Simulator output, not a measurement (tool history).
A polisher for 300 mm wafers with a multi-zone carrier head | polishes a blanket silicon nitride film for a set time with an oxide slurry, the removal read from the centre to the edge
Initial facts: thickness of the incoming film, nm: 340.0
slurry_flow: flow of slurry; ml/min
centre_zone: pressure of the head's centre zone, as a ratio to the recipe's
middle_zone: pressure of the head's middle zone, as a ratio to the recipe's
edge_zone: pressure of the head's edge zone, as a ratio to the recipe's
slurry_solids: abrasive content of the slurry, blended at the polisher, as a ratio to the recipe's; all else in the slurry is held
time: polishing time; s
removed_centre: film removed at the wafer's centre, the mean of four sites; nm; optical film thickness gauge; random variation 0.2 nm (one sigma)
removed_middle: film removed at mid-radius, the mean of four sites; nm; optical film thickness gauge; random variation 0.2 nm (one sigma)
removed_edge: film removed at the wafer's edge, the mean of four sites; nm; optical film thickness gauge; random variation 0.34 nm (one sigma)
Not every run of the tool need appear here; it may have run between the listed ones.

run 1 hour=0 | slurry_flow=230 centre_zone=1 middle_zone=1 edge_zone=1 slurry_solids=1 time=71 | removed_centre=46.011 removed_middle=45.171 removed_edge=48.596
run 2 hour=5.7 | slurry_flow=175 centre_zone=1 middle_zone=1 edge_zone=1 slurry_solids=1 time=71 | removed_centre=43.054 removed_middle=42.463 removed_edge=46.427
run 3 hour=8.4 | slurry_flow=140 centre_zone=1 middle_zone=1 edge_zone=1 slurry_solids=1 time=71 | removed_centre=39.587 removed_middle=39.245 removed_edge=44.088
run 4 hour=12.9 | slurry_flow=150 centre_zone=1.02 middle_zone=0.99 edge_zone=0.95 slurry_solids=0.85 time=69 | removed_centre=36.503 removed_middle=35.224 removed_edge=38.381
run 5 hour=18.2 | slurry_flow=150 centre_zone=1.02 middle_zone=0.99 edge_zone=0.91 slurry_solids=0.85 time=69 | removed_centre=35.878 removed_middle=35.298 removed_edge=37.863
-- hour=25.8 slurry nozzle cleaned
run 6 hour=25.8 | slurry_flow=155 centre_zone=1.05 middle_zone=0.98 edge_zone=0.88 slurry_solids=0.75 time=69 | removed_centre=39.113 removed_middle=36.02 removed_edge=36.405
run 7 hour=28.7 | slurry_flow=155 centre_zone=1.05 middle_zone=0.98 edge_zone=0.88 slurry_solids=0.75 time=69 | removed_centre=39.302 removed_middle=36.307 removed_edge=37.355
run 8 hour=32.2 | slurry_flow=205 centre_zone=1.07 middle_zone=0.93 edge_zone=0.81 slurry_solids=0.5 time=63 | removed_centre=26.962 removed_middle=23.034 removed_edge=23.525
run 9 hour=35.2 | slurry_flow=190 centre_zone=1.09 middle_zone=0.96 edge_zone=0.86 slurry_solids=0.5 time=62 | removed_centre=26.334 removed_middle=23.174 removed_edge=23.907
run 10 hour=43.3 | slurry_flow=180 centre_zone=1.1 middle_zone=0.96 edge_zone=0.86 slurry_solids=0.55 time=62 | removed_centre=29.346 removed_middle=25.375 removed_edge=25.612
run 11 hour=45.3 | slurry_flow=170 centre_zone=1.11 middle_zone=0.97 edge_zone=0.89 slurry_solids=0.6 time=62 | removed_centre=31.479 removed_middle=27.317 removed_edge=28.231
run 12 hour=54.1 | slurry_flow=165 centre_zone=1.12 middle_zone=0.98 edge_zone=0.9 slurry_solids=0.6 time=62 | removed_centre=31.495 removed_middle=27.635 removed_edge=28.76
run 13 hour=60.5 | slurry_flow=160 centre_zone=1.13 middle_zone=0.99 edge_zone=0.9 slurry_solids=0.6 time=62 | removed_centre=31.624 removed_middle=27.601 removed_edge=28.561
run 14 hour=68.2 | slurry_flow=155 centre_zone=1.14 middle_zone=1 edge_zone=0.91 slurry_solids=0.6 time=62 | removed_centre=31.412 removed_middle=27.397 removed_edge=28.548

Run 15 has not been measured yet. What should we expect?
run 15 hour=68.9 | slurry_flow=150 centre_zone=1.15 middle_zone=1.01 edge_zone=0.91 slurry_solids=0.6 time=62 | removed_centre=? removed_middle=? removed_edge=?

Logged for run 15: removed_centre 31.373 nm, removed_middle 27.525 nm, removed_edge 28.421 nm.
